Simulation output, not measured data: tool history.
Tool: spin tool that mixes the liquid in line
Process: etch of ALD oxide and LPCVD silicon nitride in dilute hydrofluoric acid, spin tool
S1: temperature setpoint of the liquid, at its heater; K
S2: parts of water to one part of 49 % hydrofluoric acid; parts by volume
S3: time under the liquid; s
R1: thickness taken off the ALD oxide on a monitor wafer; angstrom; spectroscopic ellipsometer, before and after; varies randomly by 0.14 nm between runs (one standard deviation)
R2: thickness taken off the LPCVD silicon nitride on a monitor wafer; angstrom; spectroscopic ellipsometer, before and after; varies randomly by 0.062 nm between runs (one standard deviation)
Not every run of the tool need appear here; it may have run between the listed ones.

run 1 hour=0.0 | S1=294.15 S2=190 S3=180 | R1=155.09 R2=4.2043
run 2 hour=3.8 | S1=296.65 S2=180 S3=180 | R1=181.96 R2=5.6728
run 3 hour=4.5 | S1=296.65 S2=180 S3=115 | R1=117.85 R2=3.4233
run 4 hour=9.9 | S1=298.15 S2=150 S3=115 | R1=153.59 R2=4.2365
run 5 hour=10.7 | S1=298.15 S2=190 S3=115 | R1=117.01 R2=3.5394
run 6 hour=17.6 | S1=300.65 S2=190 S3=115 | R1=126.48 R2=3.8312
-- hour=26.3 hydrofluoric acid flow meter replaced
run 7 hour=26.3 | S1=301.15 S2=160 S3=115 | R1=148.48 R2=4.3141

Run 8, settings as shown, results not yet in. Your forecast:
run 8 hour=30.7 | S1=301.65 S2=135 S3=115 | R1=? R2=?

Run 8 came out at R1 187.36 angstrom, R2 6.0242 angstrom.

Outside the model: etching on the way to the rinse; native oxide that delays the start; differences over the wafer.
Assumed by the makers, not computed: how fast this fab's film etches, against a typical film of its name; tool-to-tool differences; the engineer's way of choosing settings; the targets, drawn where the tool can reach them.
